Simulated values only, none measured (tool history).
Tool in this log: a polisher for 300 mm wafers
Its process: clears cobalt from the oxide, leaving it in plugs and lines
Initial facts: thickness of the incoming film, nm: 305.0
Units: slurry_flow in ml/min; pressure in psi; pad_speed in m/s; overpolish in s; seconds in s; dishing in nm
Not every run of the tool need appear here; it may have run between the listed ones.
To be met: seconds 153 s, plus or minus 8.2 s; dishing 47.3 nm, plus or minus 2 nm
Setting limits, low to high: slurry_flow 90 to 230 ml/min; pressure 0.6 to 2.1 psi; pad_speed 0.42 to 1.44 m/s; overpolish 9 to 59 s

Run 1, day 0: slurry_flow 150 ml/min, pressure 1.3 psi, pad_speed 0.92 m/s, overpolish 30 s. Result: seconds 114.33 s, dishing 45.773 nm.
Run 2, day 0.117: slurry_flow 150 ml/min, pressure 1.2 psi, pad_speed 0.92 m/s, overpolish 33 s. Result: seconds 122.8 s, dishing 47.263 nm.
Run 3, day 0.458: slurry_flow 150 ml/min, pressure 1.1 psi, pad_speed 0.92 m/s, overpolish 35 s. Result: seconds 132.18 s, dishing 45.31 nm.
Run 4, day 0.712: slurry_flow 150 ml/min, pressure 1.1 psi, pad_speed 0.92 m/s, overpolish 37 s. Result: seconds 134.51 s, dishing 46.777 nm.
Run 5, day 0.862: slurry_flow 150 ml/min, pressure 1.1 psi, pad_speed 0.92 m/s, overpolish 39 s. Result: seconds 134.18 s, dishing 47.146 nm.
Run 6, day 0.912: slurry_flow 120 ml/min, pressure 1.1 psi, pad_speed 0.92 m/s, overpolish 39 s. Result: seconds 136.8 s, dishing 47.411 nm.
Run 7, day 1.083: slurry_flow 120 ml/min, pressure 1.1 psi, pad_speed 0.92 m/s, overpolish 40 s. Result: seconds 138.01 s, dishing 48.152 nm.
Run 8, day 1.388: slurry_flow 120 ml/min, pressure 1.1 psi, pad_speed 0.92 m/s, overpolish 41 s. Result: seconds 137.19 s, dishing 48.353 nm.
Run 9, day 1.442: slurry_flow 120 ml/min, pressure 1.1 psi, pad_speed 0.92 m/s, overpolish 42 s. Result: seconds 135.16 s, dishing 48.963 nm.
Run 10, day 1.529: slurry_flow 120 ml/min, pressure 1.1 psi, pad_speed 0.92 m/s, overpolish 43 s. Result: seconds 136.58 s, dishing 49.613 nm.

Exactly one of the 4 candidate moves below puts every result within its allowed miss. Which one?
Run A, day 1.617: slurry_flow 125 ml/min, pressure 1 psi, pad_speed 0.88 m/s, overpolish 45 s. Result: seconds ?, dishing ?.
Run B, day 1.617: slurry_flow 115 ml/min, pressure 0.8 psi, pad_speed 1.1 m/s, overpolish 59 s. Result: seconds ?, dishing ?.
Run C, day 1.617: slurry_flow 140 ml/min, pressure 0.9 psi, pad_speed 1.14 m/s, overpolish 41 s. Result: seconds ?, dishing ?.
Run D, day 1.617: slurry_flow 145 ml/min, pressure 1.2 psi, pad_speed 0.92 m/s, overpolish 32 s. Result: seconds ?, dishing ?.

move  seconds  dishing
   A   155.44   48.487
   B   153.09   54.561
   C   128.54   50.515
   D   123.71   45.728
A: meets every target
B: brings the last run's worst result on target, with another outside its allowed miss
C: moves away from the targets compared with the last run
D: moves away from the targets compared with the last run
So the answer is move A, the one that meets all the targets.
